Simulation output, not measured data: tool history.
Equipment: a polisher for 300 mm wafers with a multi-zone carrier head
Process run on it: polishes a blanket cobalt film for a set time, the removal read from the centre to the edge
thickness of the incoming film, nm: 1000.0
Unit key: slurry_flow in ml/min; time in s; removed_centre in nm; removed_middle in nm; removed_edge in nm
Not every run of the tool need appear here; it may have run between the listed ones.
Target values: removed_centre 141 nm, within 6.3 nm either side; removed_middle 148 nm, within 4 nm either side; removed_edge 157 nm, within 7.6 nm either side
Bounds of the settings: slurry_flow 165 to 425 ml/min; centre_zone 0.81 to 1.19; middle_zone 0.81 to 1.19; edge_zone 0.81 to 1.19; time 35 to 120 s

{"run": 1, "hour": 0.0, "slurry_flow": 275, "centre_zone": 1, "middle_zone": 1, "edge_zone": 1, "time": 77, "removed_centre": 307.58, "removed_middle": 294.78, "removed_edge": 295.63}
{"run": 2, "hour": 5.9, "slurry_flow": 325, "centre_zone": 1, "middle_zone": 1, "edge_zone": 1, "time": 77, "removed_centre": 304.45, "removed_middle": 301.37, "removed_edge": 293.2}
{"run": 3, "hour": 14.1, "slurry_flow": 265, "centre_zone": 1, "middle_zone": 1, "edge_zone": 1, "time": 77, "removed_centre": 294.63, "removed_middle": 291.79, "removed_edge": 295.79}
{"run": 4, "hour": 22.1, "slurry_flow": 260, "centre_zone": 0.97, "middle_zone": 0.98, "edge_zone": 0.97, "time": 70, "removed_centre": 266.72, "removed_middle": 261.06, "removed_edge": 265.21}
{"run": 5, "hour": 26.0, "slurry_flow": 260, "centre_zone": 0.97, "middle_zone": 0.94, "edge_zone": 0.97, "time": 70, "removed_centre": 268.01, "removed_middle": 252.71, "removed_edge": 266.28}
{"run": 6, "hour": 31.9, "slurry_flow": 300, "centre_zone": 0.97, "middle_zone": 0.94, "edge_zone": 0.97, "time": 70, "removed_centre": 274.5, "removed_middle": 256.4, "removed_edge": 265.83}
{"run": 7, "hour": 40.4, "slurry_flow": 225, "centre_zone": 0.87, "middle_zone": 0.85, "edge_zone": 0.87, "time": 48, "removed_centre": 161.65, "removed_middle": 155.18, "removed_edge": 170.13}
{"run": 8, "hour": 43.4, "slurry_flow": 220, "centre_zone": 0.86, "middle_zone": 0.85, "edge_zone": 0.86, "time": 48, "removed_centre": 156.76, "removed_middle": 155.09, "removed_edge": 169.66}
{"run": 9, "hour": 44.3, "slurry_flow": 220, "centre_zone": 0.85, "middle_zone": 0.85, "edge_zone": 0.85, "time": 48, "removed_centre": 156.77, "removed_middle": 155.4, "removed_edge": 170.11}
{"run": 10, "hour": 45.7, "slurry_flow": 220, "centre_zone": 0.84, "middle_zone": 0.85, "edge_zone": 0.84, "time": 47, "removed_centre": 154.77, "removed_middle": 151.81, "removed_edge": 162.21}
{"run": 11, "hour": 47.5, "slurry_flow": 210, "centre_zone": 0.83, "middle_zone": 0.86, "edge_zone": 0.84, "time": 47, "removed_centre": 144.56, "removed_middle": 153.28, "removed_edge": 160.35}
{"run": 12, "hour": 54.2, "slurry_flow": 205, "centre_zone": 0.83, "middle_zone": 0.86, "edge_zone": 0.84, "time": 47, "removed_centre": 148.03, "removed_middle": 152.39, "removed_edge": 159.58}
{"run": 13, "hour": 57.0, "slurry_flow": 200, "centre_zone": 0.83, "middle_zone": 0.86, "edge_zone": 0.84, "time": 47, "removed_centre": 146.72, "removed_middle": 153.19, "removed_edge": 163.58}

Of the 5 settings listed for the next run, only one would bring every result within its allowed miss of target. Which one?
{"run": "A", "hour": 59.8, "slurry_flow": 185, "centre_zone": 0.83, "middle_zone": 0.95, "edge_zone": 0.88, "time": 47, "removed_centre": "?", "removed_middle": "?", "removed_edge": "?"}
{"run": "B", "hour": 59.8, "slurry_flow": 165, "centre_zone": 0.88, "middle_zone": 0.93, "edge_zone": 0.92, "time": 45, "removed_centre": "?", "removed_middle": "?", "removed_edge": "?"}
{"run": "C", "hour": 59.8, "slurry_flow": 200, "centre_zone": 0.84, "middle_zone": 0.88, "edge_zone": 0.82, "time": 48, "removed_centre": "?", "removed_middle": "?", "removed_edge": "?"}
{"run": "D", "hour": 59.8, "slurry_flow": 165, "centre_zone": 0.81, "middle_zone": 0.83, "edge_zone": 0.92, "time": 53, "removed_centre": "?", "removed_middle": "?", "removed_edge": "?"}
{"run": "E", "hour": 59.8, "slurry_flow": 165, "centre_zone": 0.88, "middle_zone": 0.86, "edge_zone": 0.93, "time": 49, "removed_centre": "?", "removed_middle": "?", "removed_edge": "?"}

move=A removed_centre=142.05 removed_middle=164.05 removed_edge=165.27
move=B removed_centre=140.52 removed_middle=150.69 removed_edge=158.81
move=C removed_centre=149.09 removed_middle=159.44 removed_edge=165.41
move=D removed_centre=152.12 removed_middle=161.61 removed_edge=187.29
move=E removed_centre=152.94 removed_middle=153.77 removed_edge=173.96
A: lands further from the targets than the last run did
B: each result inside its tolerance
C: lands further from the targets than the last run did
D: lands further from the targets than the last run did
E: lands further from the targets than the last run did
B meets every target.

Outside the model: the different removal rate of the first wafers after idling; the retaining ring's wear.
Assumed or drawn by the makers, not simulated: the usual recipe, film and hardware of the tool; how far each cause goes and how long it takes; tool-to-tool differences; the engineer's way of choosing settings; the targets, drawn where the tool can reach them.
